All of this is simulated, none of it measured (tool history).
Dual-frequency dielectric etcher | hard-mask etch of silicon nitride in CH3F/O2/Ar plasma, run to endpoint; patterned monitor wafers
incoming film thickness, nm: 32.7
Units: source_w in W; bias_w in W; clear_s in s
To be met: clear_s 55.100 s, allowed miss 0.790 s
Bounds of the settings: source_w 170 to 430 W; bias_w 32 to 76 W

run,day,source_w,bias_w,clear_s
1,0.000,300,54,66.259
2,0.233,320,55,63.854
3,0.379,320,50,66.576
4,0.692,340,51,63.620
5,0.779,340,55,62.073
6,1.062,340,62,58.982
7,1.346,340,62,59.005
8,1.683,350,62,58.272

Which of these 5 next moves meets every target?
A,2.021,420,55,?
B,2.021,380,65,?
C,2.021,330,60,?
D,2.021,350,65,?
E,2.021,370,73,?

move,clear_s
A,56.646
B,55.320
C,60.775
D,57.325
E,53.373
A: nearer than the last run, and not there yet
B: meets every target
C: further off than the last run
D: nearer than the last run, and not there yet
E: takes the result that was furthest off past its target
The right move is B.

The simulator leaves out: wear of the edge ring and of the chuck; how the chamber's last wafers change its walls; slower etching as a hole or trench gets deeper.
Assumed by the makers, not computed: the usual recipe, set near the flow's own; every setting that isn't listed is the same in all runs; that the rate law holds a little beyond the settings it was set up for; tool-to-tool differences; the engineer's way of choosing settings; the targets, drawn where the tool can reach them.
